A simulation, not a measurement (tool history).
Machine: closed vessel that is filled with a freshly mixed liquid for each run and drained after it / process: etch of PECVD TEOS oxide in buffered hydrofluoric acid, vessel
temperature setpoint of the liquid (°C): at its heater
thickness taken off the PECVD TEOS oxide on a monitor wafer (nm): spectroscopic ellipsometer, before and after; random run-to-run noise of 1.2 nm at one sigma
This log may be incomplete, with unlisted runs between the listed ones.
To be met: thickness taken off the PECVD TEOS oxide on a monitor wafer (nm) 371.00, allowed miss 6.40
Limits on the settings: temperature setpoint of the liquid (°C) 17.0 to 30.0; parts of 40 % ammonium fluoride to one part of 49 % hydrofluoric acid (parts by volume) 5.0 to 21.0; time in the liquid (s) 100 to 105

run,day,temperature setpoint of the liquid (°C),parts of 40 % ammonium fluoride to one part of 49 % hydrofluoric acid (parts by volume),time in the liquid (s),thickness taken off the PECVD TEOS oxide on a monitor wafer (nm)
1,0.000,22.0,13.0,100,263.92
2,0.042,20.0,13.0,100,236.58
3,0.408,22.0,13.0,100,264.15
4,0.767,22.0,13.0,105,276.27
5,0.904,23.5,13.0,105,301.81
6,1.175,24.5,13.0,105,319.09
7,1.296,25.5,13.0,105,336.14
8,1.621,26.0,13.0,105,345.84

Which single option among these 4 for the next run brings every result within its allowed miss of target? Just one does.
A,1.946,29.0,13.0,100,?
B,1.946,25.0,13.0,105,?
C,1.946,26.0,11.0,100,?
D,1.946,26.5,12.5,105,?

move,thickness taken off the PECVD TEOS oxide on a monitor wafer (nm)
A,386.34
B,327.46
C,387.53
D,368.96
A: the result that was furthest off in the last run now lies on the other side of its target
B: misses by more than the last run did
C: the result that was furthest off in the last run now lies on the other side of its target
D: meets every target
So the answer is move D, the one that meets all the targets.
